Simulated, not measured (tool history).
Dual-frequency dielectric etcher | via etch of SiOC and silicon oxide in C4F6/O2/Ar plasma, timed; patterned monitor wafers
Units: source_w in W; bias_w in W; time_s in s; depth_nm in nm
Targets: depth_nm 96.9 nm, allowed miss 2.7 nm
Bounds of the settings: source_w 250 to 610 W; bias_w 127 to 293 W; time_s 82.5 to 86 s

{"run": 1, "day": 0.0, "source_w": 430, "bias_w": 210, "time_s": 82.5, "depth_nm": 110.52}
{"run": 2, "day": 0.333, "source_w": 480, "bias_w": 210, "time_s": 82.5, "depth_nm": 117.6}
{"run": 3, "day": 0.388, "source_w": 480, "bias_w": 210, "time_s": 86, "depth_nm": 122.34}
{"run": 4, "day": 0.608, "source_w": 480, "bias_w": 210, "time_s": 86, "depth_nm": 121.1}
{"run": 5, "day": 0.692, "source_w": 430, "bias_w": 199, "time_s": 85.5, "depth_nm": 112.7}
{"run": 6, "day": 0.954, "source_w": 470, "bias_w": 199, "time_s": 85.5, "depth_nm": 116.68}
{"run": 7, "day": 1.167, "source_w": 430, "bias_w": 193, "time_s": 85.5, "depth_nm": 111.67}
{"run": 8, "day": 1.329, "source_w": 400, "bias_w": 188, "time_s": 85.5, "depth_nm": 107.18}
{"run": 9, "day": 1.438, "source_w": 380, "bias_w": 185, "time_s": 85.5, "depth_nm": 104.59}
{"run": 10, "day": 1.475, "source_w": 360, "bias_w": 182, "time_s": 85.5, "depth_nm": 100.43}

Which of these 4 next moves meets every target?
{"run": "A", "day": 1.512, "source_w": 340, "bias_w": 167, "time_s": 86, "depth_nm": "?"}
{"run": "B", "day": 1.512, "source_w": 370, "bias_w": 201, "time_s": 84, "depth_nm": "?"}
{"run": "C", "day": 1.512, "source_w": 370, "bias_w": 191, "time_s": 86, "depth_nm": "?"}
{"run": "D", "day": 1.512, "source_w": 380, "bias_w": 171, "time_s": 85.5, "depth_nm": "?"}

move=A depth_nm=95.788
move=B depth_nm=102.03
move=C depth_nm=103.31
move=D depth_nm=101.83
A: meets every target
B: further off than the last run
C: further off than the last run
D: further off than the last run
Answer: A
